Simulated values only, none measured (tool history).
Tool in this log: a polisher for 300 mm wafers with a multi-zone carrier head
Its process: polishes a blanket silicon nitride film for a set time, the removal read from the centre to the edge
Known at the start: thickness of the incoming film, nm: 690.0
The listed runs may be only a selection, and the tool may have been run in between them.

run    day  flow of slurry (ml/min)  pressure of the head's centre zone  pressure of the head's middle zone  pressure of the head's edge zone  polishing time (s)  film removed at the wafer's centre (nm)  film removed at mid-radius (nm)  film removed at the wafer's edge (nm)
  1  0.000                      130                                1.00                                1.00                              1.00                  87                                   101.49                           102.68                                 105.28
  2  0.138                      160                                1.00                                1.00                              1.00                  87                                   104.72                           105.16                                 106.93
  3  0.454                      160                                1.00                                1.05                              1.00                  87                                   105.56                           110.60                                 108.28
  4  0.742                      160                                1.08                                1.05                              1.00                  87                                   114.27                           108.82                                 107.81
  5  1.062                      160                                1.09                                1.03                              1.04                  89                                   118.72                           108.99                                 111.60
  6  1.267                      160                                1.09                                1.03                              0.96                  89                                   119.57                           109.70                                 107.06
  7  1.346                      165                                1.10                                1.02                              1.01                  90                                   120.52                           109.06                                 110.36
  8  1.675                      165                                1.11                                1.01                              1.05                  92                                   126.32                           111.37                                 116.70

Run 9 has not been measured yet. What should we expect?
  9  1.821                      190                                1.10                                0.94                              1.15                  92                                        ?                                ?                                      ?

{"run 9": {"film removed at the wafer's centre (nm)": 125.21, "film removed at mid-radius (nm)": 106.0, "film removed at the wafer's edge (nm)": 123.98}}
